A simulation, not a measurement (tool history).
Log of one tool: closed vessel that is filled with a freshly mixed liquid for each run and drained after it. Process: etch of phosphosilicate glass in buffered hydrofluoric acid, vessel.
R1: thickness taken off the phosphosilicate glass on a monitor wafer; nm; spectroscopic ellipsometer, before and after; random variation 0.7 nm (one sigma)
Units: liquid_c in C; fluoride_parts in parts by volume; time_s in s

{"run": 1, "hour": 0.0, "liquid_c": 24, "fluoride_parts": 16, "time_s": 30, "R1": 121.17}
{"run": 2, "hour": 8.7, "liquid_c": 24, "fluoride_parts": 16, "time_s": 30, "R1": 122.13}
{"run": 3, "hour": 13.5, "liquid_c": 22, "fluoride_parts": 16, "time_s": 30, "R1": 107.92}
{"run": 4, "hour": 19.6, "liquid_c": 22, "fluoride_parts": 16, "time_s": 30, "R1": 108.29}
{"run": 5, "hour": 22.3, "liquid_c": 21, "fluoride_parts": 16, "time_s": 30, "R1": 101.55}
{"run": 6, "hour": 25.9, "liquid_c": 20, "fluoride_parts": 16, "time_s": 30, "R1": 96.997}
{"run": 7, "hour": 26.9, "liquid_c": 19.5, "fluoride_parts": 16, "time_s": 30, "R1": 93.881}
{"run": 8, "hour": 36.2, "liquid_c": 19, "fluoride_parts": 16, "time_s": 30, "R1": 93.058}

The next listed run, before its measurement:
{"run": 9, "hour": 40.2, "liquid_c": 18.5, "fluoride_parts": 16, "time_s": 30, "R1": "?"}

R1: 88.603 nm
